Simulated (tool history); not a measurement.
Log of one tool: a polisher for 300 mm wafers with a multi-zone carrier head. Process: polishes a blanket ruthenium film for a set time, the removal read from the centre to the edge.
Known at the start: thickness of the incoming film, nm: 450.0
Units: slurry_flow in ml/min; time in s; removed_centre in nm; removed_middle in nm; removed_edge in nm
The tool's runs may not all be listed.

{"run": 1, "hour": 0.0, "slurry_flow": 295, "centre_zone": 1, "middle_zone": 1, "edge_zone": 1, "time": 69, "removed_centre": 59.013, "removed_middle": 56.828, "removed_edge": 60.617}
{"run": 2, "hour": 2.5, "slurry_flow": 300, "centre_zone": 1.01, "middle_zone": 1.03, "edge_zone": 1.02, "time": 71, "removed_centre": 61.388, "removed_middle": 60.5, "removed_edge": 63.383}
{"run": 3, "hour": 4.8, "slurry_flow": 300, "centre_zone": 1.01, "middle_zone": 1.03, "edge_zone": 0.96, "time": 71, "removed_centre": 61.212, "removed_middle": 60.137, "removed_edge": 61.69}
{"run": 4, "hour": 9.5, "slurry_flow": 300, "centre_zone": 1.01, "middle_zone": 1, "edge_zone": 0.96, "time": 71, "removed_centre": 61.326, "removed_middle": 59.291, "removed_edge": 61.865}
{"run": 5, "hour": 16.9, "slurry_flow": 300, "centre_zone": 1.07, "middle_zone": 1, "edge_zone": 0.96, "time": 71, "removed_centre": 64.602, "removed_middle": 59.092, "removed_edge": 61.92}
{"run": 6, "hour": 23.4, "slurry_flow": 300, "centre_zone": 1.07, "middle_zone": 1, "edge_zone": 1.04, "time": 71, "removed_centre": 65.088, "removed_middle": 59.398, "removed_edge": 64.276}

Run 7 comes next. What will it give?
{"run": 7, "hour": 25.7, "slurry_flow": 310, "centre_zone": 1.07, "middle_zone": 1.03, "edge_zone": 1.06, "time": 73, "removed_centre": "?", "removed_middle": "?", "removed_edge": "?"}

removed_centre: 67.701 nm
removed_middle: 62.667 nm
removed_edge: 66.221 nm
